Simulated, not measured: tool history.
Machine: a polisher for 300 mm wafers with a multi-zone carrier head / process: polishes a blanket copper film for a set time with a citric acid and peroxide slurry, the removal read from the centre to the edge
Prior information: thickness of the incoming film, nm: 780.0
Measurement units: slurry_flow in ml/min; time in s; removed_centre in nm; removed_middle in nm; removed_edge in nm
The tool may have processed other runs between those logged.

| run | hour | slurry_flow | centre_zone | middle_zone | edge_zone | slurry_solids | time | removed_centre | removed_middle | removed_edge |
|---|---|---|---|---|---|---|---|---|---|---|
| 1 | 0.0 | 305 | 1.00 | 1.00 | 1.00 | 1.00 | 35 | 64.281 | 64.062 | 63.761 |
| 2 | 2.8 | 305 | 1.00 | 0.98 | 1.00 | 0.95 | 34 | 60.254 | 61.457 | 60.104 |
| 3 | 8.3 | 305 | 1.00 | 0.98 | 0.92 | 0.95 | 34 | 61.164 | 60.988 | 59.030 |
| 4 | 11.7 | 300 | 1.01 | 0.96 | 0.94 | 0.90 | 33 | 58.511 | 57.808 | 56.849 |
| 5 | 12.5 | 295 | 1.02 | 0.94 | 0.95 | 0.85 | 32 | 57.882 | 53.517 | 54.924 |
| 6 | 18.7 | 295 | 1.01 | 0.93 | 0.95 | 0.80 | 32 | 55.704 | 52.494 | 53.076 |

Run 7 has not been measured yet. What should we expect?
| 7 | 22.3 | 295 | 1.01 | 0.93 | 0.95 | 0.80 | 32 | ? | ? | ? |

{"run 7": {"removed_centre": 55.3, "removed_middle": 52.859, "removed_edge": 54.716}}

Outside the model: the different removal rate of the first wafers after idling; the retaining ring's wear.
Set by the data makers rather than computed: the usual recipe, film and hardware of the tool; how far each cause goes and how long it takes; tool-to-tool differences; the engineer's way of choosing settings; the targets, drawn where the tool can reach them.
